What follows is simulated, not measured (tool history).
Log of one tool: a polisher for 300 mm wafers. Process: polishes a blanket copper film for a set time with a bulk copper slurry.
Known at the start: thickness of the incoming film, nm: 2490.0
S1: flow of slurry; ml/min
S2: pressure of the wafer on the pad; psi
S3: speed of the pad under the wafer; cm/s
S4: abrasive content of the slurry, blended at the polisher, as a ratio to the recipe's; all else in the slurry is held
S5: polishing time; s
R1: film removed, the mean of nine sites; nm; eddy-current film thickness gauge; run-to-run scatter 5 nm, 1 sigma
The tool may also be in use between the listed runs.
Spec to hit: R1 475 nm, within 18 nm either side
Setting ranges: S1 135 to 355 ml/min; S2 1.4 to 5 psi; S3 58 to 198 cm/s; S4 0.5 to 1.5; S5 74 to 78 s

run  hour   S1   S2   S3  S4  S5      R1
  1     0  225  3.2  128   1  74   975.9
  2   1.4  225  2.7  122   1  74  796.82
  3   7.5  225    2  122   1  74  594.86
  4   9.6  225  2.7  122   1  74   783.7
  5  17.8  225  2.7  122   1  74   791.1
  6  25.6  225  2.4  122   1  74  707.66
  7    29  225  2.1  120   1  74  605.99
  8  36.1  225  1.9  120   1  74   559.2
  9  38.6  225  1.8  120   1  74  513.71
 10  44.1  225  1.7  120   1  74  498.21
 11  50.5  225  1.7  120   1  74  499.43

Next run, 5 choices. One meets every target within its allowed miss, the rest don't. Which?
  A  56.9  175    2  118  0.95  74   ?
  B  56.9  220  1.5  132  0.85  74   ?
  C  56.9  165  2.6   88  0.95  76   ?
  D  56.9  200  1.8  122  0.95  74   ?
  E  56.9  230  1.7  126     1  74   ?

move      R1
   A  538.77
   B  463.68
   C  530.83
   D  514.35
   E  517.68
A: the biggest miss grows against the last run
B: meets every target
C: the biggest miss grows against the last run
D: the biggest miss grows against the last run
E: the biggest miss grows against the last run
So the answer is move B, the one that meets all the targets.
